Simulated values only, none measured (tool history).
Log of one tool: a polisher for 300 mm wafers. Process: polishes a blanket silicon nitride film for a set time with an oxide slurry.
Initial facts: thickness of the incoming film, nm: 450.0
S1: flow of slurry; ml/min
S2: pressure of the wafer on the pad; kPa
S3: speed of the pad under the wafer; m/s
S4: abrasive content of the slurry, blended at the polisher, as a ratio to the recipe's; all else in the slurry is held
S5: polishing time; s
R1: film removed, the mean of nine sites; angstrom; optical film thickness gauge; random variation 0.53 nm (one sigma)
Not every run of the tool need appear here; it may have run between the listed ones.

run 1 hour=0.0 | S1=150 S2=32.4 S3=1.04 S4=1.0 S5=75 | R1=640.19
run 2 hour=1.6 | S1=180 S2=32.4 S3=1.04 S4=1.0 S5=75 | R1=661.75
run 3 hour=10.1 | S1=180 S2=29.0 S3=1.04 S4=1.0 S5=75 | R1=601.00
run 4 hour=16.1 | S1=175 S2=26.9 S3=1.04 S4=1.0 S5=75 | R1=543.03
run 5 hour=22.5 | S1=170 S2=26.2 S3=1.04 S4=1.0 S5=75 | R1=540.77
run 6 hour=28.9 | S1=170 S2=25.5 S3=1.04 S4=1.0 S5=75 | R1=527.05
run 7 hour=29.6 | S1=170 S2=25.5 S3=1.04 S4=1.0 S5=75 | R1=519.41

Run 8 comes next. What will it give?
run 8 hour=38.1 | S1=165 S2=24.8 S3=1.04 S4=1.0 S5=75 | R1=?

R1: 508.55 angstrom

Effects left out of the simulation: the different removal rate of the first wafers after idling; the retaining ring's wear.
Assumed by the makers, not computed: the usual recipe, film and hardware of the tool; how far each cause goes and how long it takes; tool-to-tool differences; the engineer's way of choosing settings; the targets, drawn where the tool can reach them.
